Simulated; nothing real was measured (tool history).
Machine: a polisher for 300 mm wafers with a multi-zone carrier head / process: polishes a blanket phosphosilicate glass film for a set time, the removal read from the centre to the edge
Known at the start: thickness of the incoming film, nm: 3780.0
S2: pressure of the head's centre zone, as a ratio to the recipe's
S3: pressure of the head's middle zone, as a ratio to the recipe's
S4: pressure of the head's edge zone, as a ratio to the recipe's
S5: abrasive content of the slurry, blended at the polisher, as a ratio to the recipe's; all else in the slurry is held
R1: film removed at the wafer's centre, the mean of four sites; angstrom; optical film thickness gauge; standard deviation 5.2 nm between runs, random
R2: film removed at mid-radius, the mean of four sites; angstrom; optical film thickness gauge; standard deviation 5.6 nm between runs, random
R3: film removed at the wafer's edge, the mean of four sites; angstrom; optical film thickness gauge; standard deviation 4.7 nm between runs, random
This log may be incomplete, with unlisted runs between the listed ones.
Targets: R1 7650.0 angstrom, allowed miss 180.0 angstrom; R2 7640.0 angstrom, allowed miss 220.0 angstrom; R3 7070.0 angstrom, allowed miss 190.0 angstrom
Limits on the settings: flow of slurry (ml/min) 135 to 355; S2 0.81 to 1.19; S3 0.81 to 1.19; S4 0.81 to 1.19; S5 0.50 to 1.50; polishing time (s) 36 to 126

{"run": 1, "hour": 0.0, "flow of slurry (ml/min)": 225, "S2": 1.0, "S3": 1.0, "S4": 1.0, "S5": 1.0, "polishing time (s)": 81, "R1": 6075.6, "R2": 6038.9, "R3": 6078.2}
{"run": 2, "hour": 8.3, "flow of slurry (ml/min)": 225, "S2": 1.0, "S3": 1.0, "S4": 1.0, "S5": 0.85, "polishing time (s)": 81, "R1": 5447.6, "R2": 5421.0, "R3": 5445.5}
{"run": 3, "hour": 17.3, "flow of slurry (ml/min)": 240, "S2": 1.03, "S3": 1.04, "S4": 1.04, "S5": 0.9, "polishing time (s)": 81, "R1": 5828.9, "R2": 5883.5, "R3": 5790.3}
{"run": 4, "hour": 21.6, "flow of slurry (ml/min)": 255, "S2": 1.06, "S3": 1.07, "S4": 1.07, "S5": 0.95, "polishing time (s)": 81, "R1": 6268.9, "R2": 6233.4, "R3": 6111.5}
{"run": 5, "hour": 27.2, "flow of slurry (ml/min)": 225, "S2": 1.06, "S3": 1.07, "S4": 1.07, "S5": 0.95, "polishing time (s)": 81, "R1": 6065.2, "R2": 6287.7, "R3": 6114.9}
{"run": 6, "hour": 32.3, "flow of slurry (ml/min)": 225, "S2": 1.06, "S3": 1.03, "S4": 1.07, "S5": 0.95, "polishing time (s)": 81, "R1": 6167.7, "R2": 6047.5, "R3": 6026.3}
{"run": 7, "hour": 34.6, "flow of slurry (ml/min)": 235, "S2": 1.09, "S3": 1.06, "S4": 1.09, "S5": 1.0, "polishing time (s)": 81, "R1": 6610.0, "R2": 6333.7, "R3": 6298.8}
{"run": 8, "hour": 41.0, "flow of slurry (ml/min)": 245, "S2": 1.1, "S3": 1.09, "S4": 1.1, "S5": 1.05, "polishing time (s)": 81, "R1": 6858.6, "R2": 6633.6, "R3": 6581.5}
{"run": 9, "hour": 49.7, "flow of slurry (ml/min)": 250, "S2": 1.11, "S3": 1.11, "S4": 1.09, "S5": 1.1, "polishing time (s)": 81, "R1": 7147.7, "R2": 7045.5, "R3": 6642.1}
{"run": 10, "hour": 53.1, "flow of slurry (ml/min)": 265, "S2": 1.11, "S3": 1.12, "S4": 1.1, "S5": 1.1, "polishing time (s)": 81, "R1": 7235.7, "R2": 7112.1, "R3": 6800.5}
{"run": 11, "hour": 54.2, "flow of slurry (ml/min)": 275, "S2": 1.11, "S3": 1.13, "S4": 1.1, "S5": 1.1, "polishing time (s)": 81, "R1": 7175.4, "R2": 7349.1, "R3": 6828.9}
{"run": 12, "hour": 56.1, "flow of slurry (ml/min)": 285, "S2": 1.12, "S3": 1.13, "S4": 1.1, "S5": 1.1, "polishing time (s)": 81, "R1": 7379.5, "R2": 7251.2, "R3": 6876.2}
{"run": 13, "hour": 57.2, "flow of slurry (ml/min)": 295, "S2": 1.12, "S3": 1.14, "S4": 1.1, "S5": 1.1, "polishing time (s)": 81, "R1": 7383.0, "R2": 7305.3, "R3": 6812.2}
{"run": 14, "hour": 62.5, "flow of slurry (ml/min)": 300, "S2": 1.12, "S3": 1.15, "S4": 1.11, "S5": 1.1, "polishing time (s)": 81, "R1": 7379.9, "R2": 7368.3, "R3": 6878.7}
{"run": 15, "hour": 71.3, "flow of slurry (ml/min)": 305, "S2": 1.12, "S3": 1.16, "S4": 1.12, "S5": 1.1, "polishing time (s)": 81, "R1": 7383.2, "R2": 7450.9, "R3": 6865.3}
{"run": 16, "hour": 72.6, "flow of slurry (ml/min)": 310, "S2": 1.12, "S3": 1.16, "S4": 1.13, "S5": 1.1, "polishing time (s)": 81, "R1": 7330.9, "R2": 7524.5, "R3": 7052.1}

5 candidate next runs follow, results not yet known. Just one meets every target within its allowed miss. Identify it.
{"run": "A", "hour": 73.9, "flow of slurry (ml/min)": 325, "S2": 1.17, "S3": 1.14, "S4": 1.09, "S5": 1.1, "polishing time (s)": 84, "R1": "?", "R2": "?", "R3": "?"}
{"run": "B", "hour": 73.9, "flow of slurry (ml/min)": 275, "S2": 1.15, "S3": 1.18, "S4": 1.16, "S5": 1.15, "polishing time (s)": 80, "R1": "?", "R2": "?", "R3": "?"}
{"run": "C", "hour": 73.9, "flow of slurry (ml/min)": 300, "S2": 1.02, "S3": 1.16, "S4": 1.17, "S5": 1.05, "polishing time (s)": 85, "R1": "?", "R2": "?", "R3": "?"}
{"run": "D", "hour": 73.9, "flow of slurry (ml/min)": 280, "S2": 1.01, "S3": 1.18, "S4": 1.09, "S5": 1.0, "polishing time (s)": 95, "R1": "?", "R2": "?", "R3": "?"}
{"run": "E", "hour": 73.9, "flow of slurry (ml/min)": 340, "S2": 1.18, "S3": 1.09, "S4": 1.19, "S5": 1.3, "polishing time (s)": 73, "R1": "?", "R2": "?", "R3": "?"}

move=A R1=8085.2 R2=7567.6 R3=7083.4
move=B R1=7601.3 R2=7469.6 R3=7030.8
move=C R1=6890.5 R2=7527.1 R3=7203.6
move=D R1=7359.2 R2=8246.8 R3=7509.3
move=E R1=7721.1 R2=6892.7 R3=7014.0
A: takes the result that was furthest off past its target
B: all results in spec
C: misses by more than the last run did
D: misses by more than the last run did
E: brings the result that was furthest off to its target, and leaves another outside
Move B is the one to make.
